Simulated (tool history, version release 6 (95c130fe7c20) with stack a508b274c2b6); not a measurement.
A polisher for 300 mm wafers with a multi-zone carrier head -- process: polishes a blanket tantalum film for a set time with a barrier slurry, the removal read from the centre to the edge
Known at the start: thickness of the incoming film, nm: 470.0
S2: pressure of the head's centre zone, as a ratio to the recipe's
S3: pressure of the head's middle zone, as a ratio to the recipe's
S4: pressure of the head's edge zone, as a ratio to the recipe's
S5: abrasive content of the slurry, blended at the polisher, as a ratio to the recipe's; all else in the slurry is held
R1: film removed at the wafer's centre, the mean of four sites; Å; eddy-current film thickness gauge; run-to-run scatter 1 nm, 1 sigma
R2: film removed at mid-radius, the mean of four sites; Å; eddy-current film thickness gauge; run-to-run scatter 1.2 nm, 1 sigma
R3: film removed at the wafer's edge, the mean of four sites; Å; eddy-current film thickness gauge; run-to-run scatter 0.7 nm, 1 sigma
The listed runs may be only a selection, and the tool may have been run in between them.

{"run": 1, "hour": 0.0, "flow of slurry (ml/min)": 165, "S2": 1.0, "S3": 1.0, "S4": 1.0, "S5": 1.0, "polishing time (s)": 71, "R1": 597.3, "R2": 601.35, "R3": 590.36}
{"run": 2, "hour": 6.8, "flow of slurry (ml/min)": 165, "S2": 1.0, "S3": 1.0, "S4": 1.07, "S5": 1.0, "polishing time (s)": 71, "R1": 605.19, "R2": 595.88, "R3": 602.32}
{"run": 3, "hour": 12.1, "flow of slurry (ml/min)": 165, "S2": 1.0, "S3": 1.0, "S4": 1.16, "S5": 1.0, "polishing time (s)": 71, "R1": 587.77, "R2": 598.46, "R3": 621.97}
{"run": 4, "hour": 19.5, "flow of slurry (ml/min)": 170, "S2": 1.0, "S3": 0.99, "S4": 1.17, "S5": 1.1, "polishing time (s)": 73, "R1": 632.79, "R2": 608.24, "R3": 657.15}
{"run": 5, "hour": 21.5, "flow of slurry (ml/min)": 170, "S2": 1.05, "S3": 0.99, "S4": 1.17, "S5": 1.1, "polishing time (s)": 73, "R1": 665.84, "R2": 630.48, "R3": 651.79}
{"run": 6, "hour": 22.5, "flow of slurry (ml/min)": 175, "S2": 1.04, "S3": 0.99, "S4": 1.17, "S5": 1.15, "polishing time (s)": 75, "R1": 686.69, "R2": 650.43, "R3": 685.52}
{"run": 7, "hour": 27.6, "flow of slurry (ml/min)": 180, "S2": 1.03, "S3": 0.99, "S4": 1.17, "S5": 1.2, "polishing time (s)": 77, "R1": 704.79, "R2": 688.35, "R3": 720.62}

Forecast run 8:
{"run": 8, "hour": 31.1, "flow of slurry (ml/min)": 185, "S2": 1.03, "S3": 0.98, "S4": 1.17, "S5": 1.25, "polishing time (s)": 78, "R1": "?", "R2": "?", "R3": "?"}

Run 8 came out at R1 716.65 Å, R2 705.76 Å, R3 736.97 Å.
